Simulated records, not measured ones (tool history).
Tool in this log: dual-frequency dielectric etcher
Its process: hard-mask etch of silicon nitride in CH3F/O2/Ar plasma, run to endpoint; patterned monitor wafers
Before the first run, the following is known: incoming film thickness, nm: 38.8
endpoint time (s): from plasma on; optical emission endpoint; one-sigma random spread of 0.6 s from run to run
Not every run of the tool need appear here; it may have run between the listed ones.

run	day	source power (kW)	bias power (kW)	endpoint time (s)
1	0.000	0.310	0.079	60.175
2	0.138	0.280	0.079	61.643
3	0.338	0.340	0.079	57.627
4	0.462	0.380	0.079	56.507
5	0.642	0.350	0.072	59.174
6	0.796	0.400	0.072	56.971
7	1.133	0.370	0.066	59.806

Expected results for the next run?
8	1.433	0.340	0.062	?

endpoint time (s): 63.240
